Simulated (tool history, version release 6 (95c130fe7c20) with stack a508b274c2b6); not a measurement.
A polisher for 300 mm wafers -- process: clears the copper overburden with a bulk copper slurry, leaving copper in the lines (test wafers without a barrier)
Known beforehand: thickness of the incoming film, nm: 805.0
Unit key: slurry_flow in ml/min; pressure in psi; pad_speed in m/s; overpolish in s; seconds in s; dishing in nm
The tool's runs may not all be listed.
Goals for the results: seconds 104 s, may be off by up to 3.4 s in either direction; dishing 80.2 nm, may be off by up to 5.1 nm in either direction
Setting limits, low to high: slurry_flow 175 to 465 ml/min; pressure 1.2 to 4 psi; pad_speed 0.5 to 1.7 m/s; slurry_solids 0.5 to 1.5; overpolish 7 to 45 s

{"run": 1, "hour": 0.0, "slurry_flow": 295, "pressure": 2.6, "pad_speed": 1.1, "slurry_solids": 1, "overpolish": 23, "seconds": 74.292, "dishing": 89.788}
{"run": 2, "hour": 7.0, "slurry_flow": 295, "pressure": 2.5, "pad_speed": 1.1, "slurry_solids": 1, "overpolish": 24, "seconds": 77.718, "dishing": 87.048}
{"run": 3, "hour": 8.6, "slurry_flow": 295, "pressure": 2.4, "pad_speed": 1.1, "slurry_solids": 1, "overpolish": 25, "seconds": 80.197, "dishing": 87.559}
{"run": 4, "hour": 10.2, "slurry_flow": 235, "pressure": 2.4, "pad_speed": 1.1, "slurry_solids": 1, "overpolish": 25, "seconds": 81.293, "dishing": 90.407}
{"run": 5, "hour": 11.3, "slurry_flow": 235, "pressure": 2.4, "pad_speed": 1.24, "slurry_solids": 1, "overpolish": 25, "seconds": 73.513, "dishing": 89.598}
{"run": 6, "hour": 19.1, "slurry_flow": 235, "pressure": 2.4, "pad_speed": 1.24, "slurry_solids": 1.2, "overpolish": 25, "seconds": 69.931, "dishing": 92.94}
{"run": 7, "hour": 24.7, "slurry_flow": 235, "pressure": 2.3, "pad_speed": 1.24, "slurry_solids": 1.2, "overpolish": 26, "seconds": 73.504, "dishing": 91.522}
{"run": 8, "hour": 30.6, "slurry_flow": 235, "pressure": 2.2, "pad_speed": 1.24, "slurry_solids": 1.2, "overpolish": 26, "seconds": 77.197, "dishing": 90.239}
{"run": 9, "hour": 35.2, "slurry_flow": 235, "pressure": 2.1, "pad_speed": 1.24, "slurry_solids": 1.2, "overpolish": 26, "seconds": 81.819, "dishing": 88.271}
{"run": 10, "hour": 37.7, "slurry_flow": 235, "pressure": 1.8, "pad_speed": 1.24, "slurry_solids": 1.2, "overpolish": 26, "seconds": 91.949, "dishing": 77.306}
{"run": 11, "hour": 39.5, "slurry_flow": 235, "pressure": 1.8, "pad_speed": 1.24, "slurry_solids": 1.2, "overpolish": 27, "seconds": 92.566, "dishing": 79.995}
{"run": 12, "hour": 46.1, "slurry_flow": 235, "pressure": 1.7, "pad_speed": 1.24, "slurry_solids": 1.2, "overpolish": 29, "seconds": 96.81, "dishing": 81.216}

Which single option among these 5 for the next run brings every result within its allowed miss of target? Just one does.
{"run": "A", "hour": 52.7, "slurry_flow": 195, "pressure": 2.5, "pad_speed": 0.98, "slurry_solids": 1.4, "overpolish": 21, "seconds": "?", "dishing": "?"}
{"run": "B", "hour": 52.7, "slurry_flow": 260, "pressure": 1.5, "pad_speed": 1.26, "slurry_solids": 1.35, "overpolish": 35, "seconds": "?", "dishing": "?"}
{"run": "C", "hour": 52.7, "slurry_flow": 270, "pressure": 1.8, "pad_speed": 1.2, "slurry_solids": 1.2, "overpolish": 31, "seconds": "?", "dishing": "?"}
{"run": "D", "hour": 52.7, "slurry_flow": 190, "pressure": 1.8, "pad_speed": 1.28, "slurry_solids": 1.1, "overpolish": 30, "seconds": "?", "dishing": "?"}
{"run": "E", "hour": 52.7, "slurry_flow": 220, "pressure": 1.8, "pad_speed": 1.28, "slurry_solids": 1.15, "overpolish": 29, "seconds": "?", "dishing": "?"}

move=A seconds=84.555 dishing=82.504
move=B seconds=102.17 dishing=81.767
move=C seconds=92.64 dishing=85.704
move=D seconds=92.641 dishing=84.836
move=E seconds=89.907 dishing=84.73
A: its largest miss is bigger than the last run's
B: hits every target within its allowed miss
C: its largest miss is bigger than the last run's
D: its largest miss is bigger than the last run's
E: its largest miss is bigger than the last run's
The move that meets every target is B.

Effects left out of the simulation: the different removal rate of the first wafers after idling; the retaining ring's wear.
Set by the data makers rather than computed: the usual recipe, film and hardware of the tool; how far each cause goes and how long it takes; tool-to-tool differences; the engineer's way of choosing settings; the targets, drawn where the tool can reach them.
